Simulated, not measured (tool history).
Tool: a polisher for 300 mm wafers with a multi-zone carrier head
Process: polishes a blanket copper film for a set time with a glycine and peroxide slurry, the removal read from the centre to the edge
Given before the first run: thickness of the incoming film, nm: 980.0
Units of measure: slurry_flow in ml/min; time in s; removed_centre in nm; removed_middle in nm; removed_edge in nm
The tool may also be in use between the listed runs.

{"run": 1, "hour": 0.0, "slurry_flow": 245, "centre_zone": 1, "middle_zone": 1, "edge_zone": 1, "time": 73, "removed_centre": 229.77, "removed_middle": 230.26, "removed_edge": 234.37}
{"run": 2, "hour": 7.6, "slurry_flow": 245, "centre_zone": 1, "middle_zone": 1, "edge_zone": 0.94, "time": 73, "removed_centre": 232.78, "removed_middle": 229.33, "removed_edge": 230.87}
{"run": 3, "hour": 8.4, "slurry_flow": 245, "centre_zone": 1.05, "middle_zone": 1, "edge_zone": 0.94, "time": 73, "removed_centre": 245.54, "removed_middle": 223.88, "removed_edge": 227.09}
{"run": 4, "hour": 13.3, "slurry_flow": 240, "centre_zone": 1.04, "middle_zone": 1, "edge_zone": 0.93, "time": 71, "removed_centre": 233.15, "removed_middle": 221.33, "removed_edge": 219.85}
{"run": 5, "hour": 22.2, "slurry_flow": 235, "centre_zone": 1.03, "middle_zone": 0.99, "edge_zone": 0.92, "time": 70, "removed_centre": 226.9, "removed_middle": 215.16, "removed_edge": 217.26}
{"run": 6, "hour": 25.3, "slurry_flow": 280, "centre_zone": 1.03, "middle_zone": 0.99, "edge_zone": 0.92, "time": 70, "removed_centre": 234.18, "removed_middle": 220.12, "removed_edge": 219.09}

Estimate the outcome of run 7 from the log above:
{"run": 7, "hour": 25.9, "slurry_flow": 275, "centre_zone": 1.02, "middle_zone": 0.99, "edge_zone": 0.91, "time": 69, "removed_centre": "?", "removed_middle": "?", "removed_edge": "?"}

removed_centre: 225.86 nm
removed_middle: 220.24 nm
removed_edge: 216.78 nm
